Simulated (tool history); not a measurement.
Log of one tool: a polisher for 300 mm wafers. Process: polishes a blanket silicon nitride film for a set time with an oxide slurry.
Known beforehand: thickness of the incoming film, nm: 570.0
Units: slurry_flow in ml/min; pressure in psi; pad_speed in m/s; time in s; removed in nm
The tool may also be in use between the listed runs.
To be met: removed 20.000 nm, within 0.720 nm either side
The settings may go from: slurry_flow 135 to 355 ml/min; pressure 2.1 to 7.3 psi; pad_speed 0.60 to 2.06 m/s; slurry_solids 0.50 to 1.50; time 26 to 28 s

run    day  slurry_flow  pressure  pad_speed  slurry_solids  time  removed
  1  0.000          225       4.7       1.32           1.00    28   34.943
  2  0.225          225       4.7       1.32           1.00    26   31.806
  3  0.408          225       4.7       1.46           1.00    26   34.939
  4  0.688          185       4.7       1.46           1.00    26   34.243
  5  0.833          185       4.7       1.46           1.15    26   35.480
  6  1.146          185       5.7       1.46           1.15    26   42.186
  7  1.500          185       5.0       1.42           1.15    26   36.724
  8  1.571          185       4.5       1.38           1.15    26   32.167
  9  1.908          180       4.1       1.38           1.15    26   29.339
 10  2.208          180       4.1       1.38           1.15    26   29.189
 11  2.379          175       3.8       1.38           1.15    26   27.471
 12  2.571          175       3.5       1.38           1.15    26   25.602
 13  2.671          175       3.3       1.38           1.15    26   23.486
 14  2.992          175       3.2       1.38           1.15    26   23.502
 15  3.167          175       3.1       1.38           1.15    26   22.354
 16  3.383          175       3.0       1.38           1.15    26   21.794
 17  3.617          175       2.9       1.38           1.15    26   21.269
 18  3.879          175       2.6       1.38           1.15    26   19.029

4 next moves are on the table. One of them brings every result within its allowed miss. Which?
  A  4.142          190       2.2       1.24           1.45    28        ?
  B  4.142          185       2.4       1.40           1.05    26        ?
  C  4.142          215       3.2       0.98           1.50    26        ?
  D  4.142          180       2.5       1.36           1.10    26        ?

move  removed
   A   17.340
   B   17.424
   C   19.559
   D   17.863
A: its largest miss is bigger than the last run's
B: its largest miss is bigger than the last run's
C: meets every target
D: its largest miss is bigger than the last run's
C is the move that brings every result within its allowed miss.
